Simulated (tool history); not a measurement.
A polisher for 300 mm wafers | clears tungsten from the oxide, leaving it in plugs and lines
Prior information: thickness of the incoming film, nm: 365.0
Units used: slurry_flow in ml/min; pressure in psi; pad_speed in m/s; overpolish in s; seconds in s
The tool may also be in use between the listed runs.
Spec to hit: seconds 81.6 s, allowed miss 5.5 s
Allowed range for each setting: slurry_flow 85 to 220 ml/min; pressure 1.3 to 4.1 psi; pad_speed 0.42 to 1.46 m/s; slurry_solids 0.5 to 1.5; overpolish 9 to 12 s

run	day	slurry_flow	pressure	pad_speed	slurry_solids	overpolish	seconds
1	0	140	2.7	0.94	1	12	120.21
2	0.25	140	2.7	0.94	1.1	12	120.78
3	0.492	140	2.9	0.96	1.1	12	107.6
4	0.562	140	3	0.96	1.1	12	105.44
5	0.912	140	2.7	0.96	1.1	12	116.08
6	1.05	140	2.7	0.96	1	12	124.58
7	1.175	140	2.9	0.98	1	12	108.49
8	1.529	140	3.1	0.98	1	12	100.8
9	1.796	140	3.2	0.98	1	12	99.281
10	1.892	140	3.3	0.98	1	12	97.165
11	2.054	140	3.3	0.98	1	12	98.207

Of the 4 settings listed for the next run, only one would bring every result within its allowed miss of target. Which one?
A	2.217	145	3.2	1.34	1.1	12	?
B	2.217	160	3.1	0.82	0.9	9	?
C	2.217	180	2.9	1.22	1.05	9	?
D	2.217	170	2.8	1.06	1.1	12	?

move	seconds
A	70.169
B	122.53
C	82.765
D	97.618
A: the result that was furthest off in the last run now lies on the other side of its target
B: further off than the last run
C: every result lands within tolerance
D: just as far off the targets as the last run
C meets every target.

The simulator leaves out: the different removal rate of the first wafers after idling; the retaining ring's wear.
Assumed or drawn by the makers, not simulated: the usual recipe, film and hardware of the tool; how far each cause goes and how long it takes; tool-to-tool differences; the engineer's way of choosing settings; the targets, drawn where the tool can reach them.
